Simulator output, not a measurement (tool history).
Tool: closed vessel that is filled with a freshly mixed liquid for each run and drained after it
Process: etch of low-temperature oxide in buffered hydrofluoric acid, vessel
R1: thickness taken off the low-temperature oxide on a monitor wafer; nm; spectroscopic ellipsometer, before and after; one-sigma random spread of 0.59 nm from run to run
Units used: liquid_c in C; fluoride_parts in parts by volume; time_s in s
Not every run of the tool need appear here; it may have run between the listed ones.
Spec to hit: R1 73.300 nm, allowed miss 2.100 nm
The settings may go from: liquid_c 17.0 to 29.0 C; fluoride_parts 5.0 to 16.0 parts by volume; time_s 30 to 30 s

Run 1, hour 0.0: liquid_c 21.0 C, fluoride_parts 9.5 parts by volume, time_s 30 s. Result: R1 53.308 nm.
Run 2, hour 8.9: liquid_c 18.0 C, fluoride_parts 9.5 parts by volume, time_s 30 s. Result: R1 46.124 nm.
Run 3, hour 13.0: liquid_c 18.0 C, fluoride_parts 9.5 parts by volume, time_s 30 s. Result: R1 45.158 nm.
Run 4, hour 17.0: liquid_c 18.0 C, fluoride_parts 12.0 parts by volume, time_s 30 s. Result: R1 37.594 nm.
Run 5, hour 21.2: liquid_c 18.0 C, fluoride_parts 12.0 parts by volume, time_s 30 s. Result: R1 36.982 nm.
Run 6, hour 28.9: liquid_c 17.0 C, fluoride_parts 12.0 parts by volume, time_s 30 s. Result: R1 34.567 nm.
Run 7, hour 34.3: liquid_c 19.0 C, fluoride_parts 12.0 parts by volume, time_s 30 s. Result: R1 38.803 nm.
Run 8, hour 39.5: liquid_c 20.5 C, fluoride_parts 12.0 parts by volume, time_s 30 s. Result: R1 42.563 nm.
Run 9, hour 43.5: liquid_c 21.5 C, fluoride_parts 12.0 parts by volume, time_s 30 s. Result: R1 45.710 nm.
Run 10, hour 51.4: liquid_c 22.5 C, fluoride_parts 12.0 parts by volume, time_s 30 s. Result: R1 47.344 nm.
Run 11, hour 55.2: liquid_c 26.5 C, fluoride_parts 10.0 parts by volume, time_s 30 s. Result: R1 70.892 nm.

4 candidate next runs follow, results not yet known. Just one meets every target within its allowed miss. Identify it.
Run A, hour 59.0: liquid_c 29.0 C, fluoride_parts 11.5 parts by volume, time_s 30 s. Result: R1 ?.
Run B, hour 59.0: liquid_c 25.0 C, fluoride_parts 8.5 parts by volume, time_s 30 s. Result: R1 ?.
Run C, hour 59.0: liquid_c 28.0 C, fluoride_parts 11.0 parts by volume, time_s 30 s. Result: R1 ?.
Run D, hour 59.0: liquid_c 24.5 C, fluoride_parts 9.0 parts by volume, time_s 30 s. Result: R1 ?.

move      R1
   A  69.205
   B  72.921
   C  68.572
   D  66.720
A: its largest miss is bigger than the last run's
B: hits every target within its allowed miss
C: its largest miss is bigger than the last run's
D: its largest miss is bigger than the last run's
B meets every target.
